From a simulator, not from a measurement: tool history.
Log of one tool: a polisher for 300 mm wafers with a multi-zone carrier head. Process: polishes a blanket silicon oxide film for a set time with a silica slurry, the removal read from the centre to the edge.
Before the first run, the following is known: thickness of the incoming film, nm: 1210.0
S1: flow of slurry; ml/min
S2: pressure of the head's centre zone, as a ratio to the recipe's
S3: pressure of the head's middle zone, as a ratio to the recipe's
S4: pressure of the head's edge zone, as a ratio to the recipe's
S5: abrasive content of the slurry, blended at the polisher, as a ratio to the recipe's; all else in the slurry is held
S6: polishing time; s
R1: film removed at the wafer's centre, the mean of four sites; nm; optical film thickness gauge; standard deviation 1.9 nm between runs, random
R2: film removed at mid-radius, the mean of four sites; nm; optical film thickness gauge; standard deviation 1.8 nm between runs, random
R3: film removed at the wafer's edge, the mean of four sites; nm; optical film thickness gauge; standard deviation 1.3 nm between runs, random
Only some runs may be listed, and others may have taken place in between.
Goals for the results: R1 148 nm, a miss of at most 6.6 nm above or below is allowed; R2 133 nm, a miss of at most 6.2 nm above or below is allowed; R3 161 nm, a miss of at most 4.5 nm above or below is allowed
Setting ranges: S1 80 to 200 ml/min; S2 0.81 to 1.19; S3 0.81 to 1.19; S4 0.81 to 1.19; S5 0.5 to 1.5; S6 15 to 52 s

run,hour,S1,S2,S3,S4,S5,S6,R1,R2,R3
1,0,130,1,1,1,1,33,140.21,136.97,143.6
2,6.4,135,1,0.97,1.04,1,33,141.68,130.77,150.56
3,13.3,110,1,0.97,1.04,1,33,133.17,125.67,141.77
4,18.6,125,1,0.97,1.06,1,33,136.71,132.66,147.04
5,26.5,135,1,0.95,1.07,1,33,139.89,127.92,151.03
6,29,135,1,0.92,1.07,1,33,138.37,126.68,150.76
7,29.8,145,1,0.92,1.08,1,33,141.56,131.43,152.94
8,38.8,150,1.01,0.91,1.1,1,33,145.14,129.51,154.85
9,47.1,155,1.01,0.91,1.11,1,33,145.78,132.84,157.91
10,50.2,155,1.01,0.91,1.11,1,33,145.61,131.04,157.59

Exactly one of the 4 candidate moves below puts every result within its allowed miss. Which one?
A,53.3,145,1.03,0.87,1.07,1,33,?,?,?
B,53.3,150,1,0.92,1.01,1.1,32,?,?,?
C,53.3,155,1.11,0.99,1,0.9,34,?,?,?
D,53.3,145,1.04,0.94,1.19,0.95,34,?,?,?

move,R1,R2,R3
A,142.76,125.21,151.38
B,143.26,135.46,151.43
C,150.24,135.74,141.69
D,143.8,133.1,159.47
A: misses by more than the last run did
B: misses by more than the last run did
C: misses by more than the last run did
D: in spec on every target
The move that meets every target is D.
